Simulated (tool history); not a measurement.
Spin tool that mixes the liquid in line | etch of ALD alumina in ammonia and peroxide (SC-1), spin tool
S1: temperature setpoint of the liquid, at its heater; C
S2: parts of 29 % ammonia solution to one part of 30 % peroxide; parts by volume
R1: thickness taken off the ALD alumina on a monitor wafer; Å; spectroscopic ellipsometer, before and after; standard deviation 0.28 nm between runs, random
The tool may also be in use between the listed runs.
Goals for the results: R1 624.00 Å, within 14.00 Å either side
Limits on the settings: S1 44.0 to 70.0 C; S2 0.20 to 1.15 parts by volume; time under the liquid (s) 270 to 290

{"run": 1, "day": 0.0, "S1": 60.0, "S2": 0.65, "time under the liquid (s)": 270, "R1": 370.49}
{"run": 2, "day": 0.146, "S1": 60.0, "S2": 0.65, "time under the liquid (s)": 270, "R1": 373.38}
{"run": 3, "day": 0.275, "S1": 60.0, "S2": 0.65, "time under the liquid (s)": 270, "R1": 374.34}
{"run": 4, "day": 0.321, "S1": 60.0, "S2": 0.55, "time under the liquid (s)": 270, "R1": 368.1}
{"run": 5, "day": 0.404, "S1": 61.5, "S2": 0.55, "time under the liquid (s)": 270, "R1": 397.21}
{"run": 6, "day": 0.508, "S1": 62.5, "S2": 0.55, "time under the liquid (s)": 270, "R1": 419.19}
{"run": 7, "day": 0.592, "S1": 63.5, "S2": 0.55, "time under the liquid (s)": 270, "R1": 437.32}
{"run": 8, "day": 0.95, "S1": 64.5, "S2": 0.55, "time under the liquid (s)": 270, "R1": 460.34}
{"run": 9, "day": 1.179, "S1": 65.0, "S2": 0.55, "time under the liquid (s)": 270, "R1": 473.07}
{"run": 10, "day": 1.496, "S1": 65.5, "S2": 0.55, "time under the liquid (s)": 270, "R1": 483.94}
{"run": 11, "day": 1.812, "S1": 66.0, "S2": 0.55, "time under the liquid (s)": 270, "R1": 496.44}
{"run": 12, "day": 2.162, "S1": 66.5, "S2": 0.55, "time under the liquid (s)": 270, "R1": 504.72}

Below are 4 possible settings for the next run. Only one of them brings all results inside the allowed miss of their targets. Which is it?
{"run": "A", "day": 2.512, "S1": 64.0, "S2": 0.5, "time under the liquid (s)": 270, "R1": "?"}
{"run": "B", "day": 2.512, "S1": 63.5, "S2": 0.5, "time under the liquid (s)": 285, "R1": "?"}
{"run": "C", "day": 2.512, "S1": 70.0, "S2": 0.5, "time under the liquid (s)": 280, "R1": "?"}
{"run": "D", "day": 2.512, "S1": 66.5, "S2": 0.45, "time under the liquid (s)": 290, "R1": "?"}

move=A R1=444.28
move=B R1=457.37
move=C R1=618.11
move=D R1=534.78
A: the biggest miss grows against the last run
B: the biggest miss grows against the last run
C: every result lands within tolerance
D: an improvement on the last run, though not all results are within tolerance
The move that meets every target is C.

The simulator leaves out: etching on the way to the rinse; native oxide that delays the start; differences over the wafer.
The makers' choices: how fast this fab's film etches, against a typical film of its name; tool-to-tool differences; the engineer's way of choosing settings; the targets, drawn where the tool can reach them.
